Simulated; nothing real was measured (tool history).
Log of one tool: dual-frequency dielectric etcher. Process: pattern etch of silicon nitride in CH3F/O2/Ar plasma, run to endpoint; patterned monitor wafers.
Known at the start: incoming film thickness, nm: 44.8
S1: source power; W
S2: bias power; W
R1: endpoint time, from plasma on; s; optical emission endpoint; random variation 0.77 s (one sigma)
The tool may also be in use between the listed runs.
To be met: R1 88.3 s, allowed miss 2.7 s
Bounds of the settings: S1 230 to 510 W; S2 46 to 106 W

{"run": 1, "hour": 0.0, "S1": 370, "S2": 76, "R1": 68.401}
{"run": 2, "hour": 6.1, "S1": 370, "S2": 85, "R1": 65.84}
{"run": 3, "hour": 7.0, "S1": 430, "S2": 85, "R1": 61.42}
{"run": 4, "hour": 13.7, "S1": 480, "S2": 85, "R1": 57.006}
{"run": 5, "hour": 15.1, "S1": 440, "S2": 81, "R1": 60.485}
{"run": 6, "hour": 18.4, "S1": 410, "S2": 76, "R1": 64.193}
{"run": 7, "hour": 26.7, "S1": 380, "S2": 72, "R1": 67.126}
{"run": 8, "hour": 28.9, "S1": 360, "S2": 68, "R1": 71.773}
{"run": 9, "hour": 33.7, "S1": 340, "S2": 66, "R1": 73.816}
{"run": 10, "hour": 37.1, "S1": 340, "S2": 66, "R1": 73.254}
{"run": 11, "hour": 38.3, "S1": 320, "S2": 64, "R1": 77.725}

Which of these 4 next moves meets every target?
{"run": "A", "hour": 39.5, "S1": 280, "S2": 53, "R1": "?"}
{"run": "B", "hour": 39.5, "S1": 250, "S2": 58, "R1": "?"}
{"run": "C", "hour": 39.5, "S1": 250, "S2": 55, "R1": "?"}
{"run": "D", "hour": 39.5, "S1": 260, "S2": 51, "R1": "?"}

move=A R1=88.73
move=B R1=93.496
move=C R1=94.872
move=D R1=94.194
A: meets every target
B: takes the result that was furthest off past its target
C: takes the result that was furthest off past its target
D: takes the result that was furthest off past its target
The right move is A.
